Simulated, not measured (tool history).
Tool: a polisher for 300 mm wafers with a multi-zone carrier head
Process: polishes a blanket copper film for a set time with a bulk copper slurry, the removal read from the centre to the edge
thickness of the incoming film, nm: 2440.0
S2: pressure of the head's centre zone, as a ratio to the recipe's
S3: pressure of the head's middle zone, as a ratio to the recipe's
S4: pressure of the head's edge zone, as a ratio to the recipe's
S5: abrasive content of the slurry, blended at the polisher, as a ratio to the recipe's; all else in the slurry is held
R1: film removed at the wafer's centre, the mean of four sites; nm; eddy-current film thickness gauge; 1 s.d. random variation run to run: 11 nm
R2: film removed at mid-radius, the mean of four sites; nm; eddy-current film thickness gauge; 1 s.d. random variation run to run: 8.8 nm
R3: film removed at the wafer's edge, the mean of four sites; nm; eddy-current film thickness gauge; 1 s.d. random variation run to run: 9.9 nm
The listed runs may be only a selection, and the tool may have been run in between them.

Run 1, day 0.000: flow of slurry (ml/min) 190, S2 1.00, S3 1.00, S4 1.00, S5 1.00, polishing time (s) 65. Result: R1 657.43 nm, R2 651.12 nm, R3 637.68 nm.
Run 2, day 0.338: flow of slurry (ml/min) 190, S2 1.00, S3 1.00, S4 1.00, S5 0.85, polishing time (s) 65. Result: R1 638.38 nm, R2 622.37 nm, R3 617.58 nm.
Run 3, day 0.417: flow of slurry (ml/min) 190, S2 1.00, S3 0.92, S4 1.00, S5 0.85, polishing time (s) 65. Result: R1 625.20 nm, R2 583.60 nm, R3 628.74 nm.
Run 4, day 0.629: flow of slurry (ml/min) 190, S2 1.00, S3 0.92, S4 1.00, S5 0.85, polishing time (s) 50. Result: R1 481.95 nm, R2 453.34 nm, R3 485.98 nm.
Run 5, day 0.779: flow of slurry (ml/min) 190, S2 1.00, S3 0.92, S4 1.00, S5 0.85, polishing time (s) 59. Result: R1 580.94 nm, R2 524.59 nm, R3 572.96 nm.
Run 6, day 0.875: flow of slurry (ml/min) 145, S2 1.00, S3 0.92, S4 1.00, S5 0.85, polishing time (s) 59. Result: R1 549.85 nm, R2 512.24 nm, R3 535.87 nm.
Run 7, day 0.971: flow of slurry (ml/min) 185, S2 1.01, S3 1.02, S4 1.03, S5 1.10, polishing time (s) 71. Result: R1 749.21 nm, R2 732.87 nm, R3 731.02 nm.
Run 8, day 1.083: flow of slurry (ml/min) 195, S2 1.00, S3 1.06, S4 1.03, S5 1.10, polishing time (s) 71. Result: R1 754.85 nm, R2 776.85 nm, R3 737.22 nm.
Run 9, day 1.454: flow of slurry (ml/min) 205, S2 0.99, S3 1.08, S4 1.03, S5 1.10, polishing time (s) 71. Result: R1 736.53 nm, R2 788.72 nm, R3 752.63 nm.

Run 10, settings as shown, results not yet in. Your forecast:
Run 10, day 1.742: flow of slurry (ml/min) 210, S2 1.00, S3 1.11, S4 1.02, S5 1.10, polishing time (s) 71. Result: R1 ?, R2 ?, R3 ?.

{"run 10": {"R1": 750.39, "R2": 808.37, "R3": 726.41}}
